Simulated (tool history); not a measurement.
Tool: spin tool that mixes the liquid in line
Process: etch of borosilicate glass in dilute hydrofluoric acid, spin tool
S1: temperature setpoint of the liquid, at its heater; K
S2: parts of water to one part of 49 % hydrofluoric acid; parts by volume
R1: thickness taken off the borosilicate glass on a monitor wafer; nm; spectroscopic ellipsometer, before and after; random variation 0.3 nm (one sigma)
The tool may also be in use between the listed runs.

{"run": 1, "day": 0.0, "S1": 295.15, "S2": 225, "time under the liquid (s)": 315, "R1": 62.118}
{"run": 2, "day": 0.25, "S1": 292.15, "S2": 225, "time under the liquid (s)": 315, "R1": 54.124}
{"run": 3, "day": 0.346, "S1": 292.15, "S2": 255, "time under the liquid (s)": 315, "R1": 46.478}
{"run": 4, "day": 0.533, "S1": 291.65, "S2": 270, "time under the liquid (s)": 315, "R1": 42.731}
{"run": 5, "day": 0.829, "S1": 290.15, "S2": 270, "time under the liquid (s)": 315, "R1": 40.837}
{"run": 6, "day": 0.983, "S1": 290.15, "S2": 270, "time under the liquid (s)": 335, "R1": 43.374}
{"day": 1.079, "done": "thermometer replaced"}
{"run": 7, "day": 1.079, "S1": 290.15, "S2": 285, "time under the liquid (s)": 335, "R1": 37.299}
{"run": 8, "day": 1.396, "S1": 290.15, "S2": 290, "time under the liquid (s)": 335, "R1": 36.753}

Run 9 comes next. What will it give?
{"run": 9, "day": 1.717, "S1": 290.15, "S2": 295, "time under the liquid (s)": 335, "R1": "?"}

R1: 36.185 nm
